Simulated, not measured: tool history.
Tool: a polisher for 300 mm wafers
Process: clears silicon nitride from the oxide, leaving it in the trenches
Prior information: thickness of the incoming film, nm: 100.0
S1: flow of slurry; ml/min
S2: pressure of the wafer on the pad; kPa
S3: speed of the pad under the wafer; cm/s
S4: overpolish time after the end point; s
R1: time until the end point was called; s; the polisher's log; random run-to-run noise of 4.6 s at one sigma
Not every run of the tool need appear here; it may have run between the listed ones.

run	hour	S1	S2	S3	S4	R1
1	0.0	255	19.3	88	22	153.74
2	2.0	300	19.3	88	22	153.17
3	9.8	270	19.3	88	22	158.36
4	11.3	310	19.3	88	22	158.89
5	19.5	310	17.2	86	22	180.52
6	24.3	310	15.9	86	22	197.12

Estimate the outcome of run 7 from the log above:
7	29.7	310	15.2	86	22	?

R1: 195.10 s
